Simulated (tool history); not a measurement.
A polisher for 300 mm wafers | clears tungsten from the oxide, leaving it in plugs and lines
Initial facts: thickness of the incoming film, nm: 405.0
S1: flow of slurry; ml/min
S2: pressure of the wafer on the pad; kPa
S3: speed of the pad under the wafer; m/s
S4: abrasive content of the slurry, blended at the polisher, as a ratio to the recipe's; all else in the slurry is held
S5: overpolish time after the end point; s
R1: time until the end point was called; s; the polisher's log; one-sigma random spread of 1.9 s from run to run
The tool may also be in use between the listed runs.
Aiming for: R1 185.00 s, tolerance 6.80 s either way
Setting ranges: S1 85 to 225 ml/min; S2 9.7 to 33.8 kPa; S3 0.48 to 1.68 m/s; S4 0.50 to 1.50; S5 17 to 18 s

Run 1, day 0.000: S1 145 ml/min, S2 21.4 kPa, S3 1.08 m/s, S4 1.00, S5 17 s. Result: R1 105.91 s.
Run 2, day 0.100: S1 140 ml/min, S2 18.6 kPa, S3 1.08 m/s, S4 1.00, S5 17 s. Result: R1 116.00 s.
Run 3, day 0.175: S1 140 ml/min, S2 16.5 kPa, S3 1.04 m/s, S4 1.00, S5 17 s. Result: R1 127.56 s.
Run 4, day 0.208: S1 140 ml/min, S2 16.5 kPa, S3 1.04 m/s, S4 1.10, S5 17 s. Result: R1 126.78 s.
Run 5, day 0.575: S1 140 ml/min, S2 14.5 kPa, S3 1.00 m/s, S4 1.10, S5 17 s. Result: R1 139.38 s.
Run 6, day 0.946: S1 140 ml/min, S2 13.1 kPa, S3 0.96 m/s, S4 1.10, S5 17 s. Result: R1 154.55 s.
Run 7, day 1.050: S1 140 ml/min, S2 12.4 kPa, S3 0.94 m/s, S4 1.10, S5 17 s. Result: R1 160.43 s.
Run 8, day 1.375: S1 140 ml/min, S2 11.7 kPa, S3 0.92 m/s, S4 1.10, S5 17 s. Result: R1 166.26 s.
Run 9, day 1.754: S1 140 ml/min, S2 11.0 kPa, S3 0.92 m/s, S4 1.10, S5 17 s. Result: R1 171.50 s.

Of the 4 settings listed for the next run, only one would bring every result within its allowed miss of target. Which one?
Run A, day 2.133: S1 155 ml/min, S2 9.7 kPa, S3 0.82 m/s, S4 1.05, S5 17 s. Result: R1 ?.
Run B, day 2.133: S1 160 ml/min, S2 16.5 kPa, S3 0.86 m/s, S4 1.05, S5 18 s. Result: R1 ?.
Run C, day 2.133: S1 90 ml/min, S2 11.7 kPa, S3 0.94 m/s, S4 0.95, S5 18 s. Result: R1 ?.
Run D, day 2.133: S1 150 ml/min, S2 9.7 kPa, S3 0.78 m/s, S4 1.25, S5 18 s. Result: R1 ?.

move      R1
   A  198.59
   B  146.47
   C  184.71
   D  202.82
A: the result that was furthest off in the last run now lies on the other side of its target
B: lands further from the targets than the last run did
C: each result inside its tolerance
D: the result that was furthest off in the last run now lies on the other side of its target
Go with C: it meets all targets.

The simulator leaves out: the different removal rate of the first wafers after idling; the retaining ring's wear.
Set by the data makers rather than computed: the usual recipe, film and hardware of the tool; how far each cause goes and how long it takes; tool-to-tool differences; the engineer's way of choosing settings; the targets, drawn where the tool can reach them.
